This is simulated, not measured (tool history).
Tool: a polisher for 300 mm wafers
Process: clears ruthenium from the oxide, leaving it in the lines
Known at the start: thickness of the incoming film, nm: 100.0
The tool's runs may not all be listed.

run,hour,flow of slurry (ml/min),pressure of the wafer on the pad (psi),speed of the pad under the wafer (cm/s),overpolish time after the end point (s),time until the end point was called (s)
1,0.0,150,1.7,114,7,91.059
2,8.9,150,2.0,114,7,82.715
3,13.5,150,1.9,112,7,84.919
4,17.7,150,1.7,112,7,93.911
5,26.2,150,1.6,110,7,101.460
6,33.3,150,1.5,110,7,111.540

Run 7 comes next. What will it give?
7,34.4,150,1.4,110,7,?

{"run 7": {"time until the end point was called (s)": 112.61}}

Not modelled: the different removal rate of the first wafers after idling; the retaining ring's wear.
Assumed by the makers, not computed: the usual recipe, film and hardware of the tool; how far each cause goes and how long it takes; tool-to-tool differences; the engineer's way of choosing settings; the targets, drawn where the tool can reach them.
